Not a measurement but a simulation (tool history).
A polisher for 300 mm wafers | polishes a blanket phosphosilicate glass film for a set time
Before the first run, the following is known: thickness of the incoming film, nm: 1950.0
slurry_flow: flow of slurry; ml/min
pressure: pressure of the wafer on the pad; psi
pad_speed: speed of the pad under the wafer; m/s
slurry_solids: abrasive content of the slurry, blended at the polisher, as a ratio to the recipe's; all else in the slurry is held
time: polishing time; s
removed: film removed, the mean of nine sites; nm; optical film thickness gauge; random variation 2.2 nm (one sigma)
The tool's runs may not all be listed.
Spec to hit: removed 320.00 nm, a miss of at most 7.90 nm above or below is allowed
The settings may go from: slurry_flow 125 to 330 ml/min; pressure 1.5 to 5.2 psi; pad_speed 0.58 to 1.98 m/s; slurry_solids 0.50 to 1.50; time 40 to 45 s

run,day,slurry_flow,pressure,pad_speed,slurry_solids,time,removed
1,0.000,210,3.3,1.28,1.00,45,415.22
2,0.154,185,3.3,1.28,1.00,45,413.29
3,0.354,185,3.1,1.28,1.00,45,390.32
4,0.429,185,3.1,1.46,1.00,45,430.41
5,0.475,140,3.1,1.46,1.00,45,416.36
6,0.746,140,3.9,1.46,1.00,45,515.01
7,0.792,140,3.4,1.46,1.00,45,459.25
8,1.083,140,3.0,1.46,1.00,45,411.87
9,1.221,140,2.7,1.46,1.00,45,369.53
10,1.538,140,2.6,1.46,1.00,45,355.00

Which one of the following 5 next-run settings gets every result inside its allowed miss? There is exactly one.
A,1.854,145,2.9,1.50,1.05,42,?
B,1.854,155,2.7,1.28,0.85,42,?
C,1.854,125,2.3,1.62,0.95,40,?
D,1.854,135,2.5,1.26,1.00,45,?
E,1.854,155,2.3,1.56,0.95,43,?

move,removed
A,385.07
B,296.72
C,301.87
D,306.87
E,322.10
A: further off than the last run
B: takes the result that was furthest off past its target
C: takes the result that was furthest off past its target
D: takes the result that was furthest off past its target
E: hits every target within its allowed miss
E is the move that brings every result within its allowed miss.

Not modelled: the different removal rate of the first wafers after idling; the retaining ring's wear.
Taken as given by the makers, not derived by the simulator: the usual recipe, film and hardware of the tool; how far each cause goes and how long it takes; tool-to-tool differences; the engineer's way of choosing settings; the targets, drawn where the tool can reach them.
